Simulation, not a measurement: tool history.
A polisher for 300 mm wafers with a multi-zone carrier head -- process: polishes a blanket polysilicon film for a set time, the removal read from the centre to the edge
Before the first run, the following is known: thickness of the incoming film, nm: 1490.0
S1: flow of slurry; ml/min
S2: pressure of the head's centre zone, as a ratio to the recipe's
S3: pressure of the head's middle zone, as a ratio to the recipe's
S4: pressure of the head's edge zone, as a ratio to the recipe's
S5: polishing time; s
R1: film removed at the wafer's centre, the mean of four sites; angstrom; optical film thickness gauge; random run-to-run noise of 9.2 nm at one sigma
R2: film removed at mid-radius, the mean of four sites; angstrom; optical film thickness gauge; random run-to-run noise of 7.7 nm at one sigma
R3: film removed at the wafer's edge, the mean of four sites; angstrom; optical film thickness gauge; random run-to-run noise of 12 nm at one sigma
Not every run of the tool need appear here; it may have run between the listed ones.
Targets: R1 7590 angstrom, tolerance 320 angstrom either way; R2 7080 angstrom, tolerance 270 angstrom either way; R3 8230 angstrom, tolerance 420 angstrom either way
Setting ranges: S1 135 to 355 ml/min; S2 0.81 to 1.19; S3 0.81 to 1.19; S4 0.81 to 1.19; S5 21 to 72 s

{"run": 1, "hour": 0.0, "S1": 225, "S2": 1, "S3": 1, "S4": 1, "S5": 46, "R1": 6485.8, "R2": 6497.8, "R3": 6686.2}
{"run": 2, "hour": 1.1, "S1": 225, "S2": 1.04, "S3": 1, "S4": 1, "S5": 46, "R1": 6622.8, "R2": 6507.5, "R3": 6686.7}
{"run": 3, "hour": 5.6, "S1": 230, "S2": 1.04, "S3": 0.99, "S4": 1.03, "S5": 47, "R1": 6842.6, "R2": 6525.1, "R3": 6981.6}
{"run": 4, "hour": 8.2, "S1": 175, "S2": 1.04, "S3": 0.99, "S4": 1.03, "S5": 47, "R1": 6559.9, "R2": 6226.8, "R3": 6688.6}
{"run": 5, "hour": 10.2, "S1": 175, "S2": 0.96, "S3": 0.99, "S4": 1.03, "S5": 47, "R1": 6082.2, "R2": 6252.4, "R3": 6802.7}
{"run": 6, "hour": 16.7, "S1": 175, "S2": 0.96, "S3": 1.03, "S4": 1.03, "S5": 47, "R1": 6144.2, "R2": 6319.9, "R3": 7005.1}
{"run": 7, "hour": 22.1, "S1": 175, "S2": 0.96, "S3": 1.03, "S4": 1.03, "S5": 47, "R1": 6096.3, "R2": 6295.7, "R3": 6849.4}
{"run": 8, "hour": 30.6, "S1": 190, "S2": 0.98, "S3": 1.03, "S4": 1.06, "S5": 48, "R1": 6370.3, "R2": 6552.3, "R3": 7179.3}

Which of these 5 next moves meets every target?
{"run": "A", "hour": 39.1, "S1": 165, "S2": 1.03, "S3": 0.93, "S4": 1.08, "S5": 56, "R1": "?", "R2": "?", "R3": "?"}
{"run": "B", "hour": 39.1, "S1": 215, "S2": 1.19, "S3": 1.04, "S4": 0.81, "S5": 49, "R1": "?", "R2": "?", "R3": "?"}
{"run": "C", "hour": 39.1, "S1": 210, "S2": 0.97, "S3": 1.04, "S4": 1.1, "S5": 45, "R1": "?", "R2": "?", "R3": "?"}
{"run": "D", "hour": 39.1, "S1": 135, "S2": 0.83, "S3": 1.05, "S4": 1.19, "S5": 53, "R1": "?", "R2": "?", "R3": "?"}
{"run": "E", "hour": 39.1, "S1": 140, "S2": 0.91, "S3": 0.89, "S4": 1.19, "S5": 51, "R1": "?", "R2": "?", "R3": "?"}

move=A R1=7706.1 R2=7037 R3=8134.2
move=B R1=8219 R2=6870 R3=6395.9
move=C R1=6119.4 R2=6291.2 R3=6803.1
move=D R1=5566.6 R2=6817.1 R3=7833
move=E R1=5936.2 R2=6029.1 R3=7598.3
A: all results in spec
B: takes the biggest miss from the last run beyond its target
C: lands further from the targets than the last run did
D: lands further from the targets than the last run did
E: lands further from the targets than the last run did
Answer: A

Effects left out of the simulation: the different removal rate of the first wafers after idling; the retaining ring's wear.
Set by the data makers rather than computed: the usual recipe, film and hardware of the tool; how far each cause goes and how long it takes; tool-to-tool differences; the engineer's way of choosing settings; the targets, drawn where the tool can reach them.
